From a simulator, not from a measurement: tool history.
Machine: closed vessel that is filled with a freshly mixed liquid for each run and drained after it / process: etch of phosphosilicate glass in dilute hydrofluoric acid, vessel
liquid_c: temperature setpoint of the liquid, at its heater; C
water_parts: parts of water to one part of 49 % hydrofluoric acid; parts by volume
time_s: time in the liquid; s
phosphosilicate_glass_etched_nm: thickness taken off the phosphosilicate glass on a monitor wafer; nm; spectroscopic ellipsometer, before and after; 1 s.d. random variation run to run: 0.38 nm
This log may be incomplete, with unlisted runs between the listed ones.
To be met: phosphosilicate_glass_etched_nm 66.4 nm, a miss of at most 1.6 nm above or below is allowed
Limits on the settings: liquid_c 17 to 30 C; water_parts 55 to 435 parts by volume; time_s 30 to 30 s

run  hour  liquid_c  water_parts  time_s  phosphosilicate_glass_etched_nm
  1     0        22          245      30                           19.445
  2   5.2        22          300      30                           15.079
  3  10.5        24          245      30                           20.802
  4  12.4      25.5          200      30                           28.445
  5    14      26.5          170      30                           35.775
  6  18.6      27.5          150      30                           43.143
  7  20.4        28          140      30                             47.7
  8  26.5      28.5          130      30                           52.347
  9  28.4        29          125      30                           56.366

4 candidate next runs follow, results not yet known. Just one meets every target within its allowed miss. Identify it.
  A  30.3      29.5          105      30                                ?
  B  30.3        28          105      30                                ?
  C  30.3        30          120      30                                ?
  D  30.3      28.5          100      30                                ?

move  phosphosilicate_glass_etched_nm
   A                           70.514
   B                            66.63
   C                           61.572
   D                           71.788
A: moves the result that the last run missed by most past its target, out the other side
B: all results land within tolerance of their targets
C: closer than the last run, but not yet in spec
D: moves the result that the last run missed by most past its target, out the other side
The right move is B.
